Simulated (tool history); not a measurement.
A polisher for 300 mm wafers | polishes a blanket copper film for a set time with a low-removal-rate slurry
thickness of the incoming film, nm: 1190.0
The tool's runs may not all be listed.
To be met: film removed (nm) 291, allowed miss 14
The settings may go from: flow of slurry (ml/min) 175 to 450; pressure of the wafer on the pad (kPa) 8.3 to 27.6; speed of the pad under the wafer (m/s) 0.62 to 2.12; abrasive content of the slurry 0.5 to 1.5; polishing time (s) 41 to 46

run    day  flow of slurry (ml/min)  pressure of the wafer on the pad (kPa)  speed of the pad under the wafer (m/s)  abrasive content of the slurry  polishing time (s)  film removed (nm)
  1      0                      290                                    17.9                                    1.36                               1                  46             190.98
  2  0.212                      290                                      20                                    1.38                               1                  46             214.26
  3  0.288                      290                                      20                                    1.38                               1                  41             194.02
  4  0.467                      325                                      20                                    1.38                               1                  41             193.52
  5  0.608                      325                                    22.1                                     1.4                               1                  41                218
  6  0.688                      355                                    22.1                                     1.4                               1                  41             218.21
  7  0.796                      355                                    22.1                                     1.4                               1                  41             219.41
  8  1.121                      355                                    23.4                                    1.42                               1                  41             235.98
  9  1.312                      355                                    24.8                                    1.44                               1                  41             248.16
 10  1.567                      355                                    25.5                                    1.46                               1                  41             262.75
 11  1.625                      355                                    26.2                                    1.48                               1                  41              274.9

4 next moves are on the table. One of them brings every result within its allowed miss. Which?
  A  1.683                      350                                    26.2                                    1.38                               1                  46                  ?
  B  1.683                      325                                    24.8                                     1.5                            1.05                  41                  ?
  C  1.683                      360                                    27.6                                    1.42                            0.85                  41                  ?
  D  1.683                      220                                    23.4                                     1.6                             1.2                  41                  ?

move  film removed (nm)
   A             281.98
   B             259.02
   C             265.07
   D             255.51
A: meets every target
B: further off than the last run
C: further off than the last run
D: further off than the last run
Move A is the one to make.
